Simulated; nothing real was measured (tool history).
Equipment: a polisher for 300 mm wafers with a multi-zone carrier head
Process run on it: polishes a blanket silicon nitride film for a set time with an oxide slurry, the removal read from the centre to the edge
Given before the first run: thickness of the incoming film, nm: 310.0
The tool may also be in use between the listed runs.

run,hour,flow of slurry (ml/min),pressure of the head's centre zone,pressure of the head's middle zone,pressure of the head's edge zone,abrasive content of the slurry,polishing time (s),film removed at the wafer's centre (Å),film removed at mid-radius (Å),film removed at the wafer's edge (Å)
1,0,275,1,1,1,1,47,286.34,285.04,283.58
2,8.1,280,0.99,0.99,1.03,1,47,283.45,283.51,286.94
3,14.7,280,0.99,0.99,1.03,1,38,229.07,229.07,231.06
4,22.1,275,0.97,0.98,1.05,1.1,38,234.72,237.65,239.73
5,27.8,275,0.95,0.96,1.07,1.15,39,237.7,242.68,253.76
6,28.6,275,0.95,0.88,1.07,1.15,39,236.45,222.5,251.17
7,35.1,275,0.94,0.88,1.09,1.2,40,243.54,233.16,265.06

Run 8 has not been measured yet. What should we expect?
8,40.3,280,0.93,0.88,1.1,1.25,40,?,?,?

Run 8 yielded film removed at the wafer's centre (Å) 245, film removed at mid-radius (Å) 237.4, film removed at the wafer's edge (Å) 271.43.

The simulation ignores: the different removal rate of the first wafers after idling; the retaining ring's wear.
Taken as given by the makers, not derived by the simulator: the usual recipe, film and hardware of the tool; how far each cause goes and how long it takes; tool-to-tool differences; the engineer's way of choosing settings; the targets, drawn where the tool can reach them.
